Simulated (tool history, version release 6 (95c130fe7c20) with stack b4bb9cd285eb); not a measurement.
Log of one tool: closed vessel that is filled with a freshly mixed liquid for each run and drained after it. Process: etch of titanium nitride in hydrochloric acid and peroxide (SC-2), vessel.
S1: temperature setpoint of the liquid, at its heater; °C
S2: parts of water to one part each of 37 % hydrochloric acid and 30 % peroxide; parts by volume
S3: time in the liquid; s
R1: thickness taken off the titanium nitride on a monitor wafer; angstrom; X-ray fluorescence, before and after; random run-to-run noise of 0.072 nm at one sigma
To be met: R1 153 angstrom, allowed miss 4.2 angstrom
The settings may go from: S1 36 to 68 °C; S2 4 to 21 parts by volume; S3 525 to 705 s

run 1 hour=0 | S1=52 S2=11.5 S3=705 | R1=96.329
run 2 hour=5.1 | S1=54 S2=11.5 S3=705 | R1=110.39
run 3 hour=8.1 | S1=54 S2=13 S3=705 | R1=99.084
run 4 hour=10.5 | S1=54 S2=10 S3=705 | R1=123.6
run 5 hour=17.6 | S1=54 S2=6.5 S3=705 | R1=175.81
run 6 hour=19.2 | S1=54 S2=6.5 S3=525 | R1=130.83
run 7 hour=21 | S1=54.5 S2=6.5 S3=525 | R1=135.19
run 8 hour=26.6 | S1=55 S2=6.5 S3=525 | R1=139.95
run 9 hour=29.4 | S1=55 S2=6.5 S3=525 | R1=138.96

Exactly one of the 4 candidate moves below puts every result within its allowed miss. Which one?
run A hour=32.2 | S1=53.5 S2=7 S3=675 | R1=?
run B hour=32.2 | S1=51.5 S2=4 S3=555 | R1=?
run C hour=32.2 | S1=53.5 S2=6.5 S3=560 | R1=?
run D hour=32.2 | S1=60 S2=10 S3=525 | R1=?

move=A R1=154.59
move=B R1=167.2
move=C R1=135.8
move=D R1=136.68
A: each result inside its tolerance
B: takes the result that was furthest off past its target
C: its largest miss is bigger than the last run's
D: its largest miss is bigger than the last run's
The right move is A.
